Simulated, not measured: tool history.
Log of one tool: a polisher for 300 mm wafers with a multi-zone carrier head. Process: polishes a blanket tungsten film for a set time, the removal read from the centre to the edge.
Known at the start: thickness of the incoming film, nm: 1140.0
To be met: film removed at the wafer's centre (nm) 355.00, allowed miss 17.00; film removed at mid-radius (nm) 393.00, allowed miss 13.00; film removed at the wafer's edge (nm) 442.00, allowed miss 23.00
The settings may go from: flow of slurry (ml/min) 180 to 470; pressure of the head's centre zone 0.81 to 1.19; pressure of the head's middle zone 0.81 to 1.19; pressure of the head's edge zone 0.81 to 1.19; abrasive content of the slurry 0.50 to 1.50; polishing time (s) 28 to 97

| run | day | flow of slurry (ml/min) | pressure of the head's centre zone | pressure of the head's middle zone | pressure of the head's edge zone | abrasive content of the slurry | polishing time (s) | film removed at the wafer's centre (nm) | film removed at mid-radius (nm) | film removed at the wafer's edge (nm) |
|---|---|---|---|---|---|---|---|---|---|---|
| 1 | 0.000 | 300 | 1.00 | 1.00 | 1.00 | 1.00 | 62 | 296.02 | 287.33 | 290.35 |
| 2 | 0.258 | 300 | 1.00 | 1.00 | 1.00 | 1.00 | 54 | 258.19 | 251.94 | 255.86 |
| 3 | 0.492 | 350 | 1.00 | 1.00 | 1.00 | 1.00 | 54 | 265.11 | 255.49 | 253.82 |
| 4 | 0.750 | 325 | 0.97 | 1.00 | 1.04 | 1.10 | 59 | 281.78 | 281.33 | 292.41 |
| 5 | 0.950 | 395 | 0.97 | 1.00 | 1.04 | 1.10 | 59 | 289.30 | 288.80 | 302.38 |
| 6 | 1.125 | 400 | 0.96 | 1.01 | 1.07 | 1.20 | 62 | 305.31 | 314.86 | 315.61 |
| 7 | 1.454 | 325 | 0.86 | 0.91 | 1.13 | 1.10 | 80 | 347.92 | 349.77 | 411.52 |
| 8 | 1.554 | 330 | 0.85 | 0.93 | 1.14 | 1.15 | 80 | 338.91 | 364.27 | 421.80 |
| 9 | 1.717 | 330 | 0.85 | 0.93 | 1.14 | 1.15 | 80 | 333.03 | 369.41 | 416.41 |
| 10 | 2.021 | 335 | 0.86 | 0.93 | 1.15 | 1.15 | 80 | 340.36 | 362.34 | 425.66 |
| 11 | 2.121 | 335 | 0.86 | 0.93 | 1.15 | 1.15 | 80 | 340.00 | 369.28 | 423.44 |
| 12 | 2.358 | 340 | 0.87 | 0.94 | 1.16 | 1.15 | 80 | 346.79 | 376.55 | 428.56 |
| 13 | 2.500 | 345 | 0.87 | 0.94 | 1.17 | 1.15 | 80 | 342.65 | 371.08 | 430.20 |

Which of these 5 next moves meets every target?
| A | 2.642 | 315 | 0.93 | 0.97 | 1.17 | 0.95 | 87 | ? | ? | ? |
| B | 2.642 | 285 | 0.82 | 0.92 | 1.07 | 1.20 | 87 | ? | ? | ? |
| C | 2.642 | 450 | 0.91 | 0.88 | 1.18 | 1.05 | 79 | ? | ? | ? |
| D | 2.642 | 305 | 0.86 | 0.95 | 1.19 | 1.15 | 91 | ? | ? | ? |
| E | 2.642 | 345 | 0.85 | 0.91 | 1.17 | 1.35 | 90 | ? | ? | ? |

| move | film removed at the wafer's centre (nm) | film removed at mid-radius (nm) | film removed at the wafer's edge (nm) |
|---|---|---|---|
| A | 384.16 | 393.77 | 430.13 |
| B | 351.32 | 391.92 | 428.35 |
| C | 357.64 | 344.92 | 408.56 |
| D | 384.68 | 419.61 | 470.83 |
| E | 392.82 | 418.04 | 481.07 |
A: brings the result that was furthest off to its target, and leaves another outside
B: meets every target
C: further off than the last run
D: takes the result that was furthest off past its target
E: takes the result that was furthest off past its target
Answer: B
